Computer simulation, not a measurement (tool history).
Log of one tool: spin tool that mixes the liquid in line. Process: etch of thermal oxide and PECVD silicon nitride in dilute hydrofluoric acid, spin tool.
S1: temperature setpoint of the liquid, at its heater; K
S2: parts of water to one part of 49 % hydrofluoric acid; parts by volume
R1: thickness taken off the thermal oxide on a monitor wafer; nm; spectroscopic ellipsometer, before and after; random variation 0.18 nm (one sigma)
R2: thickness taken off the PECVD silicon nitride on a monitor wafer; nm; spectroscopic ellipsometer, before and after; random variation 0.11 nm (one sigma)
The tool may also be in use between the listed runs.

run 1 day=0 | S1=299.15 S2=280 time_under_the_liquid_(s)=180 | R1=2.5709 R2=1.3192
run 2 day=0.342 | S1=297.15 S2=280 time_under_the_liquid_(s)=180 | R1=2.5227 R2=1.2094
run 3 day=0.446 | S1=296.65 S2=235 time_under_the_liquid_(s)=205 | R1=3.4464 R2=1.5236
run 4 day=0.821 | S1=296.65 S2=235 time_under_the_liquid_(s)=275 | R1=4.4643 R2=2.0421
run 5 day=0.925 | S1=296.65 S2=195 time_under_the_liquid_(s)=290 | R1=6.0109 R2=2.563
run 6 day=1.196 | S1=294.15 S2=195 time_under_the_liquid_(s)=290 | R1=5.5744 R2=2.1939
run 7 day=1.542 | S1=294.65 S2=165 time_under_the_liquid_(s)=300 | R1=7.0597 R2=2.8666
run 8 day=1.704 | S1=292.15 S2=55 time_under_the_liquid_(s)=345 | R1=25.755 R2=8.0142
run 9 day=2.008 | S1=292.65 S2=70 time_under_the_liquid_(s)=345 | R1=19.495 R2=6.5435
run 10 day=2.179 | S1=292.65 S2=80 time_under_the_liquid_(s)=345 | R1=17.305 R2=5.7276
run 11 day=2.371 | S1=293.15 S2=85 time_under_the_liquid_(s)=345 | R1=16.173 R2=5.6951

The next listed run, before its measurement:
run 12 day=2.738 | S1=293.15 S2=90 time_under_the_liquid_(s)=345 | R1=? R2=?

R1: 15.763 nm
R2: 5.1281 nm

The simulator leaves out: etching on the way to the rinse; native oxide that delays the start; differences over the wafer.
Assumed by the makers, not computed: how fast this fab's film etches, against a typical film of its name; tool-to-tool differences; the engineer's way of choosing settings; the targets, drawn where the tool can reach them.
